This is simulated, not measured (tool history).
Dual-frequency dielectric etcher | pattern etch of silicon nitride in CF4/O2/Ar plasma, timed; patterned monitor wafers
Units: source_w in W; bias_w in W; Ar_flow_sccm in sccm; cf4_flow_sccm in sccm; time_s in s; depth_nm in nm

run    day  source_w  bias_w  Ar_flow_sccm  cf4_flow_sccm  time_s  depth_nm
  1  0.000       610      62           101            103    85.0    207.38
  2  0.138       610      62           101            116    85.0    209.29
  3  0.350       610      62           101            129    85.0    213.50
  4  0.508       610      62           101            129    85.0    210.92
  5  0.808       570      62           101            129    85.0    201.11
  6  0.946       570      62           101            115    85.0    198.13
  7  1.312       540      62           101            115    85.0    191.38
  8  1.625       520      62           101            115    85.0    186.07

The next listed run, before its measurement:
  9  1.896       500      62           101            115    85.0         ?

Run 9 gave depth_nm 178.76 nm.

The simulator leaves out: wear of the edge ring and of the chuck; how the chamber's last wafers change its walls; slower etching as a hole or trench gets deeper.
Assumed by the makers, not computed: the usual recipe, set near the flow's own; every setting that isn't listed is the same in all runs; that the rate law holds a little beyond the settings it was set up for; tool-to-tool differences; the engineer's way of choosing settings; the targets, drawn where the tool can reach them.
